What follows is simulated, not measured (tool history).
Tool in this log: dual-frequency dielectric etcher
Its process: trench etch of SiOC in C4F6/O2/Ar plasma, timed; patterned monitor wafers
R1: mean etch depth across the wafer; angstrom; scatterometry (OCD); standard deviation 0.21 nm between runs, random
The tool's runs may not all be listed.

Run 1, hour 0.0: source power (kW) 0.270, bias power (kW) 0.230, etch time (s) 25.5. Result: R1 550.40 angstrom.
Run 2, hour 1.4: source power (kW) 0.270, bias power (kW) 0.230, etch time (s) 25.5. Result: R1 550.63 angstrom.
Run 3, hour 9.2: source power (kW) 0.270, bias power (kW) 0.262, etch time (s) 25.5. Result: R1 570.46 angstrom.
Run 4, hour 14.6: source power (kW) 0.270, bias power (kW) 0.262, etch time (s) 25.5. Result: R1 564.17 angstrom.
Run 5, hour 20.3: source power (kW) 0.240, bias power (kW) 0.254, etch time (s) 25.5. Result: R1 523.59 angstrom.
Run 6, hour 26.5: source power (kW) 0.240, bias power (kW) 0.254, etch time (s) 26.5. Result: R1 551.24 angstrom.
At hour 27.7: source power generator calibrated.
Run 7, hour 27.7: source power (kW) 0.230, bias power (kW) 0.252, etch time (s) 26.5. Result: R1 544.61 angstrom.

For run 8, what comes out?
Run 8, hour 33.5: source power (kW) 0.220, bias power (kW) 0.249, etch time (s) 26.5. Result: R1 ?.

{"run 8": {"R1": 525.06}}
